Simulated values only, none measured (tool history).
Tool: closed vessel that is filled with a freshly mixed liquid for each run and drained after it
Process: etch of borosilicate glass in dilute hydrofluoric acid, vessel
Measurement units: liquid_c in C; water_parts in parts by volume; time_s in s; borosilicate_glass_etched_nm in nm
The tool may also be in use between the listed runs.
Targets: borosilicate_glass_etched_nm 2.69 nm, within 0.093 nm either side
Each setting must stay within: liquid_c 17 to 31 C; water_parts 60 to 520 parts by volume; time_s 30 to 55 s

Run 1, hour 0: liquid_c 23 C, water_parts 290 parts by volume, time_s 55 s. Result: borosilicate_glass_etched_nm 3.7357 nm.
Run 2, hour 8.7: liquid_c 21.5 C, water_parts 300 parts by volume, time_s 55 s. Result: borosilicate_glass_etched_nm 3.3214 nm.
Run 3, hour 10.8: liquid_c 20.5 C, water_parts 300 parts by volume, time_s 55 s. Result: borosilicate_glass_etched_nm 3.2192 nm.
Run 4, hour 14.2: liquid_c 20.5 C, water_parts 360 parts by volume, time_s 55 s. Result: borosilicate_glass_etched_nm 2.524 nm.
Run 5, hour 15.5: liquid_c 20.5 C, water_parts 440 parts by volume, time_s 55 s. Result: borosilicate_glass_etched_nm 1.8779 nm.
Run 6, hour 19.7: liquid_c 22.5 C, water_parts 435 parts by volume, time_s 55 s. Result: borosilicate_glass_etched_nm 2.0669 nm.
Run 7, hour 20.6: liquid_c 24 C, water_parts 435 parts by volume, time_s 55 s. Result: borosilicate_glass_etched_nm 2.2253 nm.
Run 8, hour 29.1: liquid_c 25 C, water_parts 435 parts by volume, time_s 55 s. Result: borosilicate_glass_etched_nm 2.2476 nm.
Run 9, hour 31.1: liquid_c 26 C, water_parts 435 parts by volume, time_s 55 s. Result: borosilicate_glass_etched_nm 2.3502 nm.
Run 10, hour 38.5: liquid_c 27 C, water_parts 435 parts by volume, time_s 55 s. Result: borosilicate_glass_etched_nm 2.3944 nm.
Run 11, hour 47.2: liquid_c 27.5 C, water_parts 435 parts by volume, time_s 55 s. Result: borosilicate_glass_etched_nm 2.4269 nm.
At hour 53.6: hydrofluoric acid flow meter replaced.
Run 12, hour 53.6: liquid_c 28 C, water_parts 435 parts by volume, time_s 55 s. Result: borosilicate_glass_etched_nm 2.8998 nm.

Consider the 5 candidate settings below. Which is the only one whose results all fall within their allowed miss of target?
Run A, hour 60: liquid_c 30 C, water_parts 440 parts by volume, time_s 55 s. Result: borosilicate_glass_etched_nm ?.
Run B, hour 60: liquid_c 26 C, water_parts 435 parts by volume, time_s 55 s. Result: borosilicate_glass_etched_nm ?.
Run C, hour 60: liquid_c 31 C, water_parts 420 parts by volume, time_s 55 s. Result: borosilicate_glass_etched_nm ?.
Run D, hour 60: liquid_c 26 C, water_parts 415 parts by volume, time_s 55 s. Result: borosilicate_glass_etched_nm ?.
Run E, hour 60: liquid_c 27.5 C, water_parts 415 parts by volume, time_s 55 s. Result: borosilicate_glass_etched_nm ?.

move  borosilicate_glass_etched_nm
   A                        3.0052
   B                        2.7037
   C                        3.3071
   D                        2.8861
   E                        3.0252
A: its largest miss is bigger than the last run's
B: every result within its allowed miss
C: its largest miss is bigger than the last run's
D: nearer than the last run, and not there yet
E: its largest miss is bigger than the last run's
B meets every target.
